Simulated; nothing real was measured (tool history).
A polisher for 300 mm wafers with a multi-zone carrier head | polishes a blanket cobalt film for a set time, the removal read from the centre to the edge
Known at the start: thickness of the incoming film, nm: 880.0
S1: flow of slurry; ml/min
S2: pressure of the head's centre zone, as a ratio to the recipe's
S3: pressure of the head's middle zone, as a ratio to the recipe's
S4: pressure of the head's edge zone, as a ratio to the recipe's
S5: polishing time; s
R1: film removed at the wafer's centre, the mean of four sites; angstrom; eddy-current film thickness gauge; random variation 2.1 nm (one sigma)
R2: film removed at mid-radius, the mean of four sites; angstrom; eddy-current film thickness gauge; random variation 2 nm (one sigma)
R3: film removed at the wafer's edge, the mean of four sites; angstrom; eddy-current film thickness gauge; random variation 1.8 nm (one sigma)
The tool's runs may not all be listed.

{"run": 1, "day": 0.0, "S1": 285, "S2": 1, "S3": 1, "S4": 1, "S5": 52, "R1": 1427.3, "R2": 1473.2, "R3": 1478.5}
{"run": 2, "day": 0.196, "S1": 285, "S2": 1, "S3": 1, "S4": 1, "S5": 39, "R1": 1096, "R2": 1079.5, "R3": 1088.8}
{"run": 3, "day": 0.404, "S1": 315, "S2": 1, "S3": 1, "S4": 1, "S5": 39, "R1": 1089.8, "R2": 1089.2, "R3": 1102.2}
{"run": 4, "day": 0.612, "S1": 315, "S2": 1, "S3": 1.06, "S4": 1, "S5": 39, "R1": 1091.8, "R2": 1166.6, "R3": 1116.5}
{"run": 5, "day": 0.992, "S1": 320, "S2": 1.03, "S3": 1.08, "S4": 1.04, "S5": 44, "R1": 1273.8, "R2": 1350.6, "R3": 1272.6}
{"run": 6, "day": 1.362, "S1": 325, "S2": 1.03, "S3": 1.09, "S4": 1.08, "S5": 48, "R1": 1406.6, "R2": 1493.3, "R3": 1424.7}
{"run": 7, "day": 1.492, "S1": 325, "S2": 1.03, "S3": 1.1, "S4": 1.11, "S5": 51, "R1": 1502.3, "R2": 1600.4, "R3": 1506}
{"run": 8, "day": 1.6, "S1": 330, "S2": 1.02, "S3": 1.1, "S4": 1.13, "S5": 54, "R1": 1571.7, "R2": 1712.6, "R3": 1617.7}

Forecast run 9:
{"run": 9, "day": 1.696, "S1": 330, "S2": 1.01, "S3": 1.1, "S4": 1.14, "S5": 56, "R1": "?", "R2": "?", "R3": "?"}

Run 9 gave R1 1597.3 angstrom, R2 1790 angstrom, R3 1693.1 angstrom.
